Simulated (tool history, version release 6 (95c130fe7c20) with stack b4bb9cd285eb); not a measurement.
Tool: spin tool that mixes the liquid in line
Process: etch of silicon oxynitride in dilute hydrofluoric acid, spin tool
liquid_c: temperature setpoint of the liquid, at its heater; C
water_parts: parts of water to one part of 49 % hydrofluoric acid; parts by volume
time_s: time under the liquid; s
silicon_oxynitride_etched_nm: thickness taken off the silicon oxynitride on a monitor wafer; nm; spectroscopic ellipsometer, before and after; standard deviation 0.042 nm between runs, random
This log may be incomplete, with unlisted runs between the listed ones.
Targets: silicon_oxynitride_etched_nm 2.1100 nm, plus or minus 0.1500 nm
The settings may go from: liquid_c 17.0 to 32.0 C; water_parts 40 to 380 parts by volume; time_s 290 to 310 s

run 1 day=0.000 | liquid_c=24.0 water_parts=210 time_s=290 | silicon_oxynitride_etched_nm=2.9460
run 2 day=0.362 | liquid_c=24.0 water_parts=150 time_s=290 | silicon_oxynitride_etched_nm=4.5014
run 3 day=0.408 | liquid_c=24.0 water_parts=150 time_s=310 | silicon_oxynitride_etched_nm=4.6758
run 4 day=0.433 | liquid_c=23.0 water_parts=170 time_s=310 | silicon_oxynitride_etched_nm=3.9046
run 5 day=0.738 | liquid_c=23.0 water_parts=170 time_s=290 | silicon_oxynitride_etched_nm=3.5789
run 6 day=0.950 | liquid_c=24.5 water_parts=170 time_s=290 | silicon_oxynitride_etched_nm=3.8027
run 7 day=0.979 | liquid_c=23.5 water_parts=185 time_s=290 | silicon_oxynitride_etched_nm=3.3821
run 8 day=1.104 | liquid_c=22.5 water_parts=195 time_s=290 | silicon_oxynitride_etched_nm=3.0766
run 9 day=1.304 | liquid_c=22.0 water_parts=205 time_s=290 | silicon_oxynitride_etched_nm=2.8360
run 10 day=1.617 | liquid_c=21.5 water_parts=210 time_s=290 | silicon_oxynitride_etched_nm=2.6172
run 11 day=1.929 | liquid_c=21.0 water_parts=215 time_s=290 | silicon_oxynitride_etched_nm=2.5324
run 12 day=2.042 | liquid_c=20.5 water_parts=220 time_s=290 | silicon_oxynitride_etched_nm=2.3234
run 13 day=2.262 | liquid_c=20.0 water_parts=220 time_s=290 | silicon_oxynitride_etched_nm=2.2864

Which one of the following 4 next-run settings gets every result inside its allowed miss? There is exactly one.
run A day=2.483 | liquid_c=17.5 water_parts=235 time_s=310 | silicon_oxynitride_etched_nm=?
run B day=2.483 | liquid_c=19.0 water_parts=195 time_s=295 | silicon_oxynitride_etched_nm=?
run C day=2.483 | liquid_c=23.5 water_parts=235 time_s=310 | silicon_oxynitride_etched_nm=?
run D day=2.483 | liquid_c=21.0 water_parts=235 time_s=310 | silicon_oxynitride_etched_nm=?

move=A silicon_oxynitride_etched_nm=2.0141
move=B silicon_oxynitride_etched_nm=2.5395
move=C silicon_oxynitride_etched_nm=2.6456
move=D silicon_oxynitride_etched_nm=2.3664
A: in spec on every target
B: further off than the last run
C: further off than the last run
D: further off than the last run
A is the move that brings every result within its allowed miss.
